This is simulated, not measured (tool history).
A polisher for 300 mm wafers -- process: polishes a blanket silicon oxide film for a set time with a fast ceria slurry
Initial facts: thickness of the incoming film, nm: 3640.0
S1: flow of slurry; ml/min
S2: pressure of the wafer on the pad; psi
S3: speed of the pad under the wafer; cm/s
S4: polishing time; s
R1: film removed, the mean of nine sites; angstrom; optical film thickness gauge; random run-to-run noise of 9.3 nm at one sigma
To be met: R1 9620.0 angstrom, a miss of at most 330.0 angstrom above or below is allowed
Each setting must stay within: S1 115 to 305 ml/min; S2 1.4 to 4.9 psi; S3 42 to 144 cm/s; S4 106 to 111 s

{"run": 1, "hour": 0.0, "S1": 195, "S2": 3.1, "S3": 92, "S4": 106, "R1": 19530.0}
{"run": 2, "hour": 1.3, "S1": 195, "S2": 3.9, "S3": 92, "S4": 106, "R1": 22532.0}
{"run": 3, "hour": 2.8, "S1": 195, "S2": 3.9, "S3": 92, "S4": 106, "R1": 22238.0}
{"run": 4, "hour": 11.1, "S1": 195, "S2": 3.6, "S3": 88, "S4": 106, "R1": 20294.0}
{"run": 5, "hour": 11.6, "S1": 195, "S2": 3.6, "S3": 88, "S4": 111, "R1": 21354.0}
{"run": 6, "hour": 19.6, "S1": 195, "S2": 3.6, "S3": 72, "S4": 111, "R1": 18084.0}
{"run": 7, "hour": 26.3, "S1": 195, "S2": 3.3, "S3": 70, "S4": 111, "R1": 16554.0}
{"run": 8, "hour": 32.6, "S1": 195, "S2": 3.1, "S3": 68, "S4": 111, "R1": 15532.0}
{"run": 9, "hour": 35.9, "S1": 195, "S2": 2.9, "S3": 66, "S4": 111, "R1": 14632.0}
{"run": 10, "hour": 39.3, "S1": 195, "S2": 2.7, "S3": 64, "S4": 111, "R1": 13589.0}
{"run": 11, "hour": 42.0, "S1": 195, "S2": 2.5, "S3": 64, "S4": 111, "R1": 12975.0}
{"run": 12, "hour": 46.4, "S1": 195, "S2": 2.4, "S3": 64, "S4": 111, "R1": 12742.0}
{"run": 13, "hour": 54.6, "S1": 195, "S2": 2.3, "S3": 64, "S4": 111, "R1": 12621.0}
{"run": 14, "hour": 56.0, "S1": 195, "S2": 2.2, "S3": 64, "S4": 111, "R1": 12115.0}
{"run": 15, "hour": 58.8, "S1": 195, "S2": 2.1, "S3": 64, "S4": 111, "R1": 11830.0}
{"run": 16, "hour": 66.7, "S1": 195, "S2": 2.0, "S3": 64, "S4": 111, "R1": 11710.0}
{"run": 17, "hour": 74.5, "S1": 195, "S2": 1.9, "S3": 64, "S4": 111, "R1": 11334.0}

Which one of the following 5 next-run settings gets every result inside its allowed miss? There is exactly one.
{"run": "A", "hour": 82.3, "S1": 225, "S2": 1.7, "S3": 80, "S4": 111, "R1": "?"}
{"run": "B", "hour": 82.3, "S1": 185, "S2": 1.9, "S3": 62, "S4": 107, "R1": "?"}
{"run": "C", "hour": 82.3, "S1": 170, "S2": 1.4, "S3": 66, "S4": 107, "R1": "?"}
{"run": "D", "hour": 82.3, "S1": 170, "S2": 2.2, "S3": 88, "S4": 106, "R1": "?"}
{"run": "E", "hour": 82.3, "S1": 190, "S2": 2.0, "S3": 68, "S4": 111, "R1": "?"}

move=A R1=13227.0
move=B R1=10527.0
move=C R1=9595.5
move=D R1=15036.0
move=E R1=12155.0
A: misses by more than the last run did
B: closes in on the targets versus the last run, not all within tolerance yet
C: all results land within tolerance of their targets
D: misses by more than the last run did
E: misses by more than the last run did
Answer: C
